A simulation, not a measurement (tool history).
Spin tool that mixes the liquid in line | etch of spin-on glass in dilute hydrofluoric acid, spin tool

run	hour	temperature setpoint of the liquid (C)	parts of water to one part of 49 % hydrofluoric acid (parts by volume)	time under the liquid (s)	thickness taken off the spin-on glass on a monitor wafer (Å)
1	0.0	21.0	165	15	50.725
2	2.5	23.0	165	15	55.269
3	5.4	26.0	165	15	61.918
4	11.8	26.5	165	15	63.070
5	15.9	27.0	165	15	64.136
6	23.5	27.0	125	15	88.592
7	28.1	25.0	125	15	82.811

For run 8, what comes out?
# hour 35.1: hydrofluoric acid flow meter replaced
8	35.1	23.5	125	15	?

{"run 8": {"thickness taken off the spin-on glass on a monitor wafer (Å)": 82.981}}

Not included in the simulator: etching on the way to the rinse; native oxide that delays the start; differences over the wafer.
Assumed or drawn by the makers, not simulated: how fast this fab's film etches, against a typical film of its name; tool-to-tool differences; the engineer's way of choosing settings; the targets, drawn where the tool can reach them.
